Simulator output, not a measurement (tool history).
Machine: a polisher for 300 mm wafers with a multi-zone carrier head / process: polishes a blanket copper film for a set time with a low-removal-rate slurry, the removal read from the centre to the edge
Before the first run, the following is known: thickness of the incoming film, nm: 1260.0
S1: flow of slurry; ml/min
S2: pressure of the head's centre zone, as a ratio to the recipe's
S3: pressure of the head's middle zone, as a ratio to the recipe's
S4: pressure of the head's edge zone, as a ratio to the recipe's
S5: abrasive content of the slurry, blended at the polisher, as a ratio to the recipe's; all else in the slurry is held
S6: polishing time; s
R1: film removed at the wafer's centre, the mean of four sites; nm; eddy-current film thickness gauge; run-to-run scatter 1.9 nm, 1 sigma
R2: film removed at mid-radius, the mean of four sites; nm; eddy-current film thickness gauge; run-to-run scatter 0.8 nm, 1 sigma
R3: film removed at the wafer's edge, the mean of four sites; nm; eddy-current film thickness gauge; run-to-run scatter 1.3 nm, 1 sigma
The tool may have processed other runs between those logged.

run	hour	S1	S2	S3	S4	S5	S6	R1	R2	R3
1	0.0	130	1.00	1.00	1.00	1.0	70	107.02	106.51	106.46
2	1.3	140	1.03	1.00	1.00	1.0	70	113.64	108.98	109.14
3	6.2	150	1.05	1.00	0.99	1.0	70	115.31	107.71	107.17
4	12.0	155	1.07	1.01	1.00	1.0	70	120.21	110.04	107.89
5	14.9	155	1.07	1.08	1.00	1.0	70	118.96	118.10	106.35
6	18.2	155	1.07	1.01	1.00	1.0	70	119.00	111.41	108.16
7	25.4	160	1.09	1.00	1.01	1.0	70	123.05	110.51	109.48
8	29.7	165	1.10	1.00	1.02	1.0	70	127.38	111.91	110.23

Run 9, settings as shown, results not yet in. Your forecast:
9	38.6	170	1.10	1.00	1.03	1.0	70	?	?	?

{"run 9": {"R1": 121.27, "R2": 112.09, "R3": 113.58}}
